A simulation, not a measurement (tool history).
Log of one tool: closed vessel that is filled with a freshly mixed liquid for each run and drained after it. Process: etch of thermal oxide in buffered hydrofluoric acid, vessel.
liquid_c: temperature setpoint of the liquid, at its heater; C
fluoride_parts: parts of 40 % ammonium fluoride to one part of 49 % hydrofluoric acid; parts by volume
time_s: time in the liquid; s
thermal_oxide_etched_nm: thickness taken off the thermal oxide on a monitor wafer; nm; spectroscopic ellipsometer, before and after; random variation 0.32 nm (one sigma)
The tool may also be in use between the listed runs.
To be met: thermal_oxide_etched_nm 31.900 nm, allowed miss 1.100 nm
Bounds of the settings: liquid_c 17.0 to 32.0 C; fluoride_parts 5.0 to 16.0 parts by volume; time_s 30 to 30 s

Run 1, day 0.000: liquid_c 25.0 C, fluoride_parts 9.5 parts by volume, time_s 30 s. Result: thermal_oxide_etched_nm 37.713 nm.
Run 2, day 0.271: liquid_c 24.0 C, fluoride_parts 9.5 parts by volume, time_s 30 s. Result: thermal_oxide_etched_nm 35.402 nm.
Run 3, day 0.450: liquid_c 23.5 C, fluoride_parts 9.5 parts by volume, time_s 30 s. Result: thermal_oxide_etched_nm 34.327 nm.
Run 4, day 0.579: liquid_c 23.5 C, fluoride_parts 9.5 parts by volume, time_s 30 s. Result: thermal_oxide_etched_nm 34.474 nm.
Run 5, day 0.717: liquid_c 25.0 C, fluoride_parts 9.5 parts by volume, time_s 30 s. Result: thermal_oxide_etched_nm 37.341 nm.
Run 6, day 0.829: liquid_c 24.0 C, fluoride_parts 9.5 parts by volume, time_s 30 s. Result: thermal_oxide_etched_nm 35.733 nm.
Run 7, day 0.896: liquid_c 23.5 C, fluoride_parts 9.5 parts by volume, time_s 30 s. Result: thermal_oxide_etched_nm 34.674 nm.
Run 8, day 1.238: liquid_c 23.0 C, fluoride_parts 9.5 parts by volume, time_s 30 s. Result: thermal_oxide_etched_nm 33.651 nm.

Which of these 4 next moves meets every target?
Run A, day 1.579: liquid_c 22.0 C, fluoride_parts 10.5 parts by volume, time_s 30 s. Result: thermal_oxide_etched_nm ?.
Run B, day 1.579: liquid_c 23.0 C, fluoride_parts 9.0 parts by volume, time_s 30 s. Result: thermal_oxide_etched_nm ?.
Run C, day 1.579: liquid_c 25.0 C, fluoride_parts 10.5 parts by volume, time_s 30 s. Result: thermal_oxide_etched_nm ?.
Run D, day 1.579: liquid_c 22.5 C, fluoride_parts 10.0 parts by volume, time_s 30 s. Result: thermal_oxide_etched_nm ?.

move  thermal_oxide_etched_nm
   A                   29.352
   B                   34.751
   C                   34.588
   D                   31.640
A: takes the result that was furthest off past its target
B: further off than the last run
C: further off than the last run
D: meets every target
Answer: D

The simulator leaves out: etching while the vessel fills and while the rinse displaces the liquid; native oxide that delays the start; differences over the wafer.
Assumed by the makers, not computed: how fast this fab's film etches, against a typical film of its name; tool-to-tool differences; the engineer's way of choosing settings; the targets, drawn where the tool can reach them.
